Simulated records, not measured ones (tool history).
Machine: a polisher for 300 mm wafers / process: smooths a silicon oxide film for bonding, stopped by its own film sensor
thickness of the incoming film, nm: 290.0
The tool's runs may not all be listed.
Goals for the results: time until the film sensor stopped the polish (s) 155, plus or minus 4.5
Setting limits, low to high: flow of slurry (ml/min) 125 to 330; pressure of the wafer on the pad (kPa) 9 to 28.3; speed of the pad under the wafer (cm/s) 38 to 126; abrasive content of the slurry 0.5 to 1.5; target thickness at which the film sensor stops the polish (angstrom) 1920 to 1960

| run | hour | flow of slurry (ml/min) | pressure of the wafer on the pad (kPa) | speed of the pad under the wafer (cm/s) | abrasive content of the slurry | target thickness at which the film sensor stops the polish (angstrom) | time until the film sensor stopped the polish (s) |
|---|---|---|---|---|---|---|---|
| 1 | 0 | 210 | 18.6 | 82 | 1 | 1960 | 112.76 |
| 2 | 5.4 | 235 | 18.6 | 82 | 1 | 1960 | 110.65 |
| 3 | 9 | 230 | 17.2 | 82 | 1 | 1960 | 119.48 |
| 4 | 14.4 | 230 | 17.2 | 82 | 1 | 1960 | 119.85 |
| 5 | 23.2 | 230 | 17.2 | 82 | 0.8 | 1960 | 132.16 |
| 6 | 26.8 | 230 | 17.2 | 82 | 0.8 | 1920 | 139.22 |
| 7 | 28.8 | 225 | 17.2 | 82 | 0.8 | 1920 | 139.92 |
| 8 | 33.2 | 220 | 17.2 | 82 | 0.8 | 1920 | 138.06 |
| 9 | 36.3 | 220 | 16.5 | 82 | 0.8 | 1920 | 143.88 |
| 10 | 39.4 | 220 | 15.9 | 82 | 0.8 | 1920 | 145.91 |

5 candidate next runs follow, results not yet known. Just one meets every target within its allowed miss. Identify it.
| A | 42.5 | 245 | 17.2 | 76 | 0.75 | 1950 | ? |
| B | 42.5 | 205 | 16.5 | 80 | 0.85 | 1930 | ? |
| C | 42.5 | 205 | 14.5 | 92 | 0.8 | 1920 | ? |
| D | 42.5 | 225 | 15.9 | 74 | 0.85 | 1960 | ? |
| E | 42.5 | 235 | 15.9 | 74 | 0.8 | 1930 | ? |

| move | time until the film sensor stopped the polish (s) |
|---|---|
| A | 146.01 |
| B | 139.16 |
| C | 142.39 |
| D | 146.8 |
| E | 156.09 |
A: no nearer and no further than the last run
B: further off than the last run
C: further off than the last run
D: gains on the last run, yet a result remains outside its allowed miss
E: all results land within tolerance of their targets
The move that meets every target is E.

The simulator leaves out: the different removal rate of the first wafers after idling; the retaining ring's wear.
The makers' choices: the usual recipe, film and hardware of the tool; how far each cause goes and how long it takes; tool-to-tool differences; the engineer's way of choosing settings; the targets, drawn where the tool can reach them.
